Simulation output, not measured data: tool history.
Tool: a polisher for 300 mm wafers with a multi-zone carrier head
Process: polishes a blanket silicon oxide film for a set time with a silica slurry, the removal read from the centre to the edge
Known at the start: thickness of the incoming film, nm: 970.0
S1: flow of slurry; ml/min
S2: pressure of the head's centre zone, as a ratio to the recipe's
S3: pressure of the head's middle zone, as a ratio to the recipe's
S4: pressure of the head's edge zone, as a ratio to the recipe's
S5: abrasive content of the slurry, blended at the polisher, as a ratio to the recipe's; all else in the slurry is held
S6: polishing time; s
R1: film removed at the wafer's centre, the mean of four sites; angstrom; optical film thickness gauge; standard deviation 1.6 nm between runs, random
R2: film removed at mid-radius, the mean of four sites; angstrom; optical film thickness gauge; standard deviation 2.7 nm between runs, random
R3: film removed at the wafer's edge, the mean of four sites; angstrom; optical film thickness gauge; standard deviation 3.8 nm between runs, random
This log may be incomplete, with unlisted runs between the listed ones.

run	hour	S1	S2	S3	S4	S5	S6	R1	R2	R3
1	0.0	225	1.00	1.00	1.00	1.0	78	2815.3	2830.3	2955.5
2	0.9	220	1.00	0.98	0.98	1.0	78	2788.5	2792.1	2846.9
3	2.9	215	1.00	0.96	0.98	1.0	78	2823.0	2781.9	2849.3
4	11.9	240	1.00	0.96	0.98	1.0	78	2881.4	2827.0	2817.9
5	20.5	230	1.00	0.94	0.98	1.0	78	2839.4	2745.3	2844.6
6	25.7	195	1.00	0.94	0.98	1.0	78	2751.5	2682.2	2819.0
7	28.9	190	1.00	0.92	0.98	1.0	78	2736.5	2629.4	2802.6
8	36.9	185	1.00	0.91	0.97	1.0	78	2744.8	2621.0	2803.6

Run 9 has not been measured yet. What should we expect?
9	38.2	185	1.00	0.91	0.97	1.0	78	?	?	?

{"run 9": {"R1": 2727.8, "R2": 2609.5, "R3": 2782.6}}
